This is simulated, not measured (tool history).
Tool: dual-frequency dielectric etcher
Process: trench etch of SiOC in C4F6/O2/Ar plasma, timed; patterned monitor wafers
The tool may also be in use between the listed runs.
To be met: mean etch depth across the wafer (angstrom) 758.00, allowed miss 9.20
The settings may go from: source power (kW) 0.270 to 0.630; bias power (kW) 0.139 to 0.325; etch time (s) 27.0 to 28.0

run	hour	source power (kW)	bias power (kW)	etch time (s)	mean etch depth across the wafer (angstrom)
1	0.0	0.450	0.232	27.0	625.05
2	3.1	0.500	0.241	27.0	667.95
3	5.0	0.470	0.241	27.0	650.27
4	6.6	0.470	0.241	28.0	671.29
5	10.2	0.470	0.241	28.0	673.99
6	17.7	0.430	0.241	28.0	636.25
7	23.8	0.460	0.242	28.0	664.75
8	28.7	0.490	0.243	28.0	690.37

Which of these 5 next moves meets every target?
A	33.6	0.460	0.241	27.5	?
B	33.6	0.460	0.213	27.5	?
C	33.6	0.540	0.266	27.5	?
D	33.6	0.570	0.219	28.0	?
E	33.6	0.630	0.203	28.0	?

move	mean etch depth across the wafer (angstrom)
A	653.49
B	634.56
C	735.02
D	736.10
E	764.04
A: further off than the last run
B: further off than the last run
C: nearer than the last run, and not there yet
D: nearer than the last run, and not there yet
E: meets every target
Answer: E
